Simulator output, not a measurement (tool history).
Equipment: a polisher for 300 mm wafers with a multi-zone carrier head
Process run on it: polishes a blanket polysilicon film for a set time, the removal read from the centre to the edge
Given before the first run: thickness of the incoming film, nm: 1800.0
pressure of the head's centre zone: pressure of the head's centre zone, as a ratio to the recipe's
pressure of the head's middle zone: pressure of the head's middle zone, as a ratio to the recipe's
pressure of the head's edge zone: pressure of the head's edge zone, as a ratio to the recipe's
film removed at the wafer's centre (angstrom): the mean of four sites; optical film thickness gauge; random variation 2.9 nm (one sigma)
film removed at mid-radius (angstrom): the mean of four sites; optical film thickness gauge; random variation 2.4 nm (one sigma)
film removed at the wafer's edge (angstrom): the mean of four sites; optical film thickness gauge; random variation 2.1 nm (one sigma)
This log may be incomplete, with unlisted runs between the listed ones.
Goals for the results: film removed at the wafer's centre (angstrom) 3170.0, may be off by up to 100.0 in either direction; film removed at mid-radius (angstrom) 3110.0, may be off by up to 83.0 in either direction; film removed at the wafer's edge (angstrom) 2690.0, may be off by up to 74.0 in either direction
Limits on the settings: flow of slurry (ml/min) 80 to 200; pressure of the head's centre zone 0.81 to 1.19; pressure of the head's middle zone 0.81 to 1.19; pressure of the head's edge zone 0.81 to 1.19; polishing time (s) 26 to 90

run    day  flow of slurry (ml/min)  pressure of the head's centre zone  pressure of the head's middle zone  pressure of the head's edge zone  polishing time (s)  film removed at the wafer's centre (angstrom)  film removed at mid-radius (angstrom)  film removed at the wafer's edge (angstrom)
  1  0.000                      130                                1.00                                1.00                              1.00                  58                                         4028.4                                 3853.1                                       3908.4
  2  0.083                      130                                1.00                                1.01                              0.98                  56                                         3881.5                                 3779.2                                       3756.0
  3  0.262                      130                                0.93                                1.01                              0.98                  56                                         3615.7                                 3784.6                                       3736.8
  4  0.400                      130                                0.93                                1.01                              0.93                  56                                         3619.5                                 3748.5                                       3699.8
  5  0.483                      130                                0.94                                1.02                              0.92                  54                                         3535.5                                 3684.2                                       3486.9
  6  0.621                      130                                1.00                                1.02                              0.92                  54                                         3709.4                                 3641.8                                       3497.5
  7  0.892                      115                                1.08                                1.10                              0.82                  41                                         2945.6                                 2902.3                                       2446.1
  8  1.050                      120                                1.08                                1.10                              0.83                  41                                         3025.3                                 2902.3                                       2490.0
  9  1.262                      125                                1.08                                1.10                              0.83                  41                                         2957.1                                 2949.8                                       2539.7
 10  1.633                      125                                1.09                                1.10                              0.83                  41                                         3047.3                                 2914.3                                       2516.5

4 next moves are on the table. One of them brings every result within its allowed miss. Which?
  A  2.004                      130                                0.99                                1.11                              0.88                  42                                              ?                                      ?                                            ?
  B  2.004                      130                                0.98                                1.09                              0.86                  43                                              ?                                      ?                                            ?
  C  2.004                      120                                1.14                                1.15                              0.83                  42                                              ?                                      ?                                            ?
  D  2.004                      145                                1.06                                1.08                              0.84                  43                                              ?                                      ?                                            ?

move  film removed at the wafer's centre (angstrom)  film removed at mid-radius (angstrom)  film removed at the wafer's edge (angstrom)
   A                                         2900.4                                 3050.6                                       2647.8
   B                                         2943.0                                 3075.2                                       2683.6
   C                                         3228.3                                 3096.2                                       2551.0
   D                                         3221.3                                 3109.3                                       2692.3
A: the worst result of the last run now meets its target, but another is out of spec
B: the worst result of the last run now meets its target, but another is out of spec
C: the worst result of the last run now meets its target, but another is out of spec
D: all results land within tolerance of their targets
D meets every target.
